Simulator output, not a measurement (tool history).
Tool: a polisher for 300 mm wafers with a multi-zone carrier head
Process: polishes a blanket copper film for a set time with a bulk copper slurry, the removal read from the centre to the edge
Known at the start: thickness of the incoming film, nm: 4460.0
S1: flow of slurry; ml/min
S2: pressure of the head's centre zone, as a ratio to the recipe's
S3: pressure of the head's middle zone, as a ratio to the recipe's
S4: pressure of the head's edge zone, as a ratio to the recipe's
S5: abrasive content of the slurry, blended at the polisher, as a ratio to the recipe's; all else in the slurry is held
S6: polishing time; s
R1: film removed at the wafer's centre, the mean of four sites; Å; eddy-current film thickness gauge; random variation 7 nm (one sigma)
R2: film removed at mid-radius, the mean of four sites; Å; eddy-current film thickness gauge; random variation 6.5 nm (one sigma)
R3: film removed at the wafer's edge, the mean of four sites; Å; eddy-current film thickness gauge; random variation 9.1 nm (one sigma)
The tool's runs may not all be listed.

run  hour   S1    S2    S3    S4    S5  S6      R1      R2      R3
  1     0  175     1     1     1     1  72    8856  9039.1  8571.8
  2   4.9  170     1  0.98  0.99  0.95  72  8691.7  8779.5  8699.7
  3  12.5  150     1  0.98  0.99  0.95  72  8639.2    8342  8563.7
  4  14.2  150     1  0.98  0.99  1.05  72  8708.3  8732.5  8750.2
  5  21.8  155     1  0.98  0.99     1  71    8565  8499.3  8798.8
  6  30.3  155     1  0.98  0.99     1  53  6520.8  6348.5  6400.9
  7  38.3  155     1  0.98  0.99     1  53    6501  6258.7  6412.5
  8  39.1  160  1.01  0.97     1     1  53  6542.3  6392.1  6546.4
  9  46.7  160  1.03  0.96     1     1  53  6586.3  6312.7  6382.6

The next listed run, before its measurement:
 10  49.5  155  1.04  0.95   1  1.05  54   ?   ?   ?

R1: 6867.8 Å
R2: 6256 Å
R3: 6738.7 Å
